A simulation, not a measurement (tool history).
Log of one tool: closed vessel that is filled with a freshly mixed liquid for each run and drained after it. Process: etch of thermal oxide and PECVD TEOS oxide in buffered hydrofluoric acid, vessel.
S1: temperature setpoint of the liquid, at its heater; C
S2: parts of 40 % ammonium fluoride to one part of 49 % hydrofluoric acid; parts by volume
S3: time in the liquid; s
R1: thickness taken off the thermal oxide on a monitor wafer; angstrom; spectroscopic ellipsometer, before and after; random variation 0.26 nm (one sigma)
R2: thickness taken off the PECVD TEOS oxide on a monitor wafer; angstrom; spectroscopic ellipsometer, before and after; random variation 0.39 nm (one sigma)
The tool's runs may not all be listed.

run,hour,S1,S2,S3,R1,R2
1,0.0,25.0,14,65,557.74,921.86
2,4.6,25.5,14,65,565.97,940.67
3,11.4,25.5,14,40,349.27,583.34
4,18.5,22.0,14,40,291.16,476.85
5,22.6,25.0,13,40,366.20,609.79
6,30.0,28.5,13,40,439.22,730.27

Forecast run 7:
7,35.7,29.5,12,40,?,?

R1: 506.32 angstrom
R2: 838.36 angstrom
